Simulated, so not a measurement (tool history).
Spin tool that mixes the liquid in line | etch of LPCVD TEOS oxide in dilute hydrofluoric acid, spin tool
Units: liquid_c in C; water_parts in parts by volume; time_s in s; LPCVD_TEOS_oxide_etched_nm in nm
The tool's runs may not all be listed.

| run | hour | liquid_c | water_parts | time_s | LPCVD_TEOS_oxide_etched_nm |
|---|---|---|---|---|---|
| 1 | 0 | 24 | 110 | 210 | 33.74 |
| 2 | 2 | 21.5 | 110 | 210 | 30.948 |
| 3 | 7.3 | 23.5 | 110 | 210 | 32.961 |
| 4 | 15.1 | 25.5 | 95 | 210 | 41.878 |
| 5 | 23.4 | 27 | 85 | 210 | 51.886 |
| 6 | 24.2 | 27 | 85 | 225 | 54.545 |
| 7 | 32.2 | 28 | 80 | 225 | 59.791 |
| 8 | 38.9 | 29 | 80 | 225 | 62.964 |
| 9 | 45.6 | 29.5 | 80 | 225 | 63.9 |
| 10 | 53.5 | 30 | 80 | 225 | 64.664 |

Forecast run 11:
| 11 | 61.3 | 30.5 | 80 | 225 | ? |

{"run 11": {"LPCVD_TEOS_oxide_etched_nm": 66.758}}

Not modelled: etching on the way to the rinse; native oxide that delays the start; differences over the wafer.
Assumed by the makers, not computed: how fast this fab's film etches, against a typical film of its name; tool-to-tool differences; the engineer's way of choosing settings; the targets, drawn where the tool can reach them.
